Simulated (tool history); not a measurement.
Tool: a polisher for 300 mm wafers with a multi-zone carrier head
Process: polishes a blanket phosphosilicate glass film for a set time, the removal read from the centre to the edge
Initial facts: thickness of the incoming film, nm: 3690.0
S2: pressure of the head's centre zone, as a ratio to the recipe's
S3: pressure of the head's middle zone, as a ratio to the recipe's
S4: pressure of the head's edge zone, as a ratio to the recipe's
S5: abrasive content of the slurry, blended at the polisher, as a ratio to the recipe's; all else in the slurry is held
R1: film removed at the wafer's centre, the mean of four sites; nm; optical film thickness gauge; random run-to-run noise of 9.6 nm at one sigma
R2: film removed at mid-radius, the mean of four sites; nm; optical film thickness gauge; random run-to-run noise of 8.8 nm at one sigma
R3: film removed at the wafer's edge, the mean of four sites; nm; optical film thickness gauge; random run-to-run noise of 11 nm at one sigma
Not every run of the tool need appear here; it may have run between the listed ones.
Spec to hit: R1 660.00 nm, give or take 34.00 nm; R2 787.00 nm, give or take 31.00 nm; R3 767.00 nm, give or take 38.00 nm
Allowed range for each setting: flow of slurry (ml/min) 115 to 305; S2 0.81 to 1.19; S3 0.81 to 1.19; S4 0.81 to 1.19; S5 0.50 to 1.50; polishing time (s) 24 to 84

Run 1, hour 0.0: flow of slurry (ml/min) 195, S2 1.00, S3 1.00, S4 1.00, S5 1.00, polishing time (s) 54. Result: R1 434.81 nm, R2 434.74 nm, R3 434.65 nm.
Run 2, hour 0.8: flow of slurry (ml/min) 195, S2 1.00, S3 1.00, S4 1.00, S5 0.85, polishing time (s) 54. Result: R1 391.31 nm, R2 399.62 nm, R3 406.04 nm.
Run 3, hour 5.3: flow of slurry (ml/min) 195, S2 0.98, S3 1.01, S4 1.02, S5 0.90, polishing time (s) 56. Result: R1 413.99 nm, R2 420.63 nm, R3 440.22 nm.
Run 4, hour 6.0: flow of slurry (ml/min) 195, S2 0.96, S3 1.03, S4 1.02, S5 0.95, polishing time (s) 57. Result: R1 428.05 nm, R2 444.68 nm, R3 457.39 nm.
At hour 10.1: slurry nozzle cleaned.
Run 5, hour 10.1: flow of slurry (ml/min) 195, S2 0.94, S3 1.05, S4 1.02, S5 1.00, polishing time (s) 58. Result: R1 446.87 nm, R2 505.07 nm, R3 486.72 nm.
Run 6, hour 17.4: flow of slurry (ml/min) 195, S2 0.98, S3 1.05, S4 1.02, S5 1.00, polishing time (s) 58. Result: R1 468.31 nm, R2 500.71 nm, R3 492.07 nm.
Run 7, hour 22.7: flow of slurry (ml/min) 195, S2 0.98, S3 1.06, S4 1.04, S5 1.05, polishing time (s) 58. Result: R1 481.98 nm, R2 523.11 nm, R3 504.42 nm.
Run 8, hour 25.3: flow of slurry (ml/min) 195, S2 0.97, S3 1.06, S4 1.05, S5 1.10, polishing time (s) 59. Result: R1 495.75 nm, R2 523.28 nm, R3 522.41 nm.
Run 9, hour 32.7: flow of slurry (ml/min) 220, S2 0.87, S3 1.16, S4 1.06, S5 1.35, polishing time (s) 74. Result: R1 582.17 nm, R2 783.63 nm, R3 724.77 nm.
Run 10, hour 36.1: flow of slurry (ml/min) 220, S2 0.88, S3 1.16, S4 1.06, S5 1.35, polishing time (s) 74. Result: R1 603.74 nm, R2 804.78 nm, R3 714.29 nm.
Run 11, hour 43.4: flow of slurry (ml/min) 220, S2 0.88, S3 1.15, S4 1.07, S5 1.35, polishing time (s) 74. Result: R1 612.54 nm, R2 766.97 nm, R3 710.08 nm.

Consider the 5 candidate settings below. Which is the only one whose results all fall within their allowed miss of target?
Run A, hour 50.7: flow of slurry (ml/min) 230, S2 1.05, S3 1.18, S4 1.01, S5 1.25, polishing time (s) 70. Result: R1 ?, R2 ?, R3 ?.
Run B, hour 50.7: flow of slurry (ml/min) 170, S2 0.90, S3 1.10, S4 1.09, S5 1.25, polishing time (s) 82. Result: R1 ?, R2 ?, R3 ?.
Run C, hour 50.7: flow of slurry (ml/min) 225, S2 0.83, S3 1.13, S4 1.04, S5 1.40, polishing time (s) 75. Result: R1 ?, R2 ?, R3 ?.
Run D, hour 50.7: flow of slurry (ml/min) 180, S2 0.92, S3 1.19, S4 1.02, S5 1.35, polishing time (s) 74. Result: R1 ?, R2 ?, R3 ?.
Run E, hour 50.7: flow of slurry (ml/min) 180, S2 1.02, S3 1.15, S4 1.02, S5 1.40, polishing time (s) 72. Result: R1 ?, R2 ?, R3 ?.

move      R1      R2      R3
   A  664.23  738.52  646.12
   B  643.14  786.05  766.13
   C  588.76  793.48  731.14
   D  615.38  786.68  691.15
   E  670.34  752.52  681.66
A: the biggest miss grows against the last run
B: all results in spec
C: gets the furthest-off result to its target, but another result is out of tolerance
D: the biggest miss grows against the last run
E: the biggest miss grows against the last run
So the answer is move B, the one that meets all the targets.

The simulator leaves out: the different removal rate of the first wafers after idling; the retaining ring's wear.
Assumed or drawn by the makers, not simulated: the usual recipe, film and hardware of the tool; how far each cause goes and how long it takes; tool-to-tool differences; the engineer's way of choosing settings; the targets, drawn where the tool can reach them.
